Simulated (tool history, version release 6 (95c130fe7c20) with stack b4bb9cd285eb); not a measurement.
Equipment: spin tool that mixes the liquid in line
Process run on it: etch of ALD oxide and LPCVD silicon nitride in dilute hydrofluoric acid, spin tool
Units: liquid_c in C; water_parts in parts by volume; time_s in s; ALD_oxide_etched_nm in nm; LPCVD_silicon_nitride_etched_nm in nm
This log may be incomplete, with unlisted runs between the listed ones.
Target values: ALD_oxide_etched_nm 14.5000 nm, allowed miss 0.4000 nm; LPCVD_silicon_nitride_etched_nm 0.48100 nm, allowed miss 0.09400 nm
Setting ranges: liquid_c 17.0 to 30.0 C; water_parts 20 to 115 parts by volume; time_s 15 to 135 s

run	day	liquid_c	water_parts	time_s	ALD_oxide_etched_nm	LPCVD_silicon_nitride_etched_nm
1	0.000	22.0	65	70	11.7220	0.46251
2	0.062	22.5	65	70	11.9850	0.44737
3	0.112	23.0	65	70	12.0010	0.47059
4	0.371	23.5	65	70	12.4850	0.52055
5	0.733	21.5	65	70	11.4630	0.39669
6	1.054	21.5	80	70	9.0654	0.35583
7	1.142	22.0	75	70	9.8025	0.40962
8	1.192	22.0	70	70	10.6980	0.38100
9	1.250	22.0	70	70	10.7250	0.41170
10	1.367	22.0	65	70	11.7600	0.49210
11	1.700	23.0	65	70	12.1230	0.48259

5 candidate next runs follow, results not yet known. Just one meets every target within its allowed miss. Identify it.
A	2.033	19.5	35	50	?	?
B	2.033	22.5	65	80	?	?
C	2.033	29.5	75	80	?	?
D	2.033	30.0	85	85	?	?
E	2.033	17.0	40	70	?	?

move	ALD_oxide_etched_nm	LPCVD_silicon_nitride_etched_nm
A	14.2830	0.47810
B	13.4580	0.51515
C	15.2080	0.70875
D	14.3230	0.68590
E	15.6060	0.49296
A: all results in spec
B: closes in on the targets versus the last run, not all within tolerance yet
C: takes the result that was furthest off past its target
D: the furthest-off result lands on target, but another misses its tolerance
E: takes the result that was furthest off past its target
A meets every target.
